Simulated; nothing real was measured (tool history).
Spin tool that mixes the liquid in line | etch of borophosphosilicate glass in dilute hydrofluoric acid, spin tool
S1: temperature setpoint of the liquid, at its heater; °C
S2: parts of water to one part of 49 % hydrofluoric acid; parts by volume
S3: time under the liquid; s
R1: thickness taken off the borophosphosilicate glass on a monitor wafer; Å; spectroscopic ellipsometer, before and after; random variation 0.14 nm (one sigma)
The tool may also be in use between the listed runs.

Run 1, hour 0: S1 23 °C, S2 125 parts by volume, S3 205 s. Result: R1 721.51 Å.
Run 2, hour 3.5: S1 21.5 °C, S2 135 parts by volume, S3 205 s. Result: R1 623.94 Å.
Run 3, hour 12.1: S1 21.5 °C, S2 135 parts by volume, S3 220 s. Result: R1 667.42 Å.
Run 4, hour 15.4: S1 20.5 °C, S2 145 parts by volume, S3 220 s. Result: R1 595.29 Å.
Run 5, hour 18: S1 20.5 °C, S2 145 parts by volume, S3 220 s. Result: R1 591.99 Å.
Run 6, hour 24.7: S1 19.5 °C, S2 155 parts by volume, S3 220 s. Result: R1 526.39 Å.
Run 7, hour 33.4: S1 19 °C, S2 160 parts by volume, S3 220 s. Result: R1 497.31 Å.

Run 8 comes next. What will it give?
Run 8, hour 40.9: S1 18.5 °C, S2 165 parts by volume, S3 220 s. Result: R1 ?.

Run 8 gave R1 466.73 Å.
